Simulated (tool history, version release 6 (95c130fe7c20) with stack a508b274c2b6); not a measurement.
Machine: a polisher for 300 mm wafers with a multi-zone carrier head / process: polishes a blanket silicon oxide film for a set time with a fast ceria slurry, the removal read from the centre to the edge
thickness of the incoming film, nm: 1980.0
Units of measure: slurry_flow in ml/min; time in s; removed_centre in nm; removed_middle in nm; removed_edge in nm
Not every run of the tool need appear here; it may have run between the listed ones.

run,day,slurry_flow,centre_zone,middle_zone,edge_zone,time,removed_centre,removed_middle,removed_edge
1,0.000,225,1.00,1.00,1.00,30,400.66,389.61,379.98
2,0.112,235,1.01,1.03,1.01,31,410.12,408.02,402.12
3,0.292,235,0.95,1.03,1.01,31,402.09,419.59,407.77
4,0.467,235,0.95,1.03,1.07,31,398.72,418.33,419.56
5,0.592,240,0.98,1.05,1.05,32,420.97,437.07,423.91
6,0.950,245,1.00,1.07,1.04,33,450.13,454.87,439.36
7,1.067,250,1.00,1.09,1.02,33,447.03,465.50,431.53
8,1.204,255,1.01,1.11,1.02,33,448.36,486.15,435.89
9,1.446,260,1.03,1.12,1.02,33,459.92,477.41,437.34
10,1.542,265,1.04,1.13,1.01,33,468.43,489.80,428.60
11,1.600,270,1.05,1.14,1.02,33,467.20,494.02,437.62
12,1.646,275,1.06,1.15,1.02,33,468.50,497.88,431.97

Expected results for the next run?
13,1.858,280,1.07,1.16,1.02,33,?,?,?

removed_centre: 489.48 nm
removed_middle: 496.13 nm
removed_edge: 437.50 nm

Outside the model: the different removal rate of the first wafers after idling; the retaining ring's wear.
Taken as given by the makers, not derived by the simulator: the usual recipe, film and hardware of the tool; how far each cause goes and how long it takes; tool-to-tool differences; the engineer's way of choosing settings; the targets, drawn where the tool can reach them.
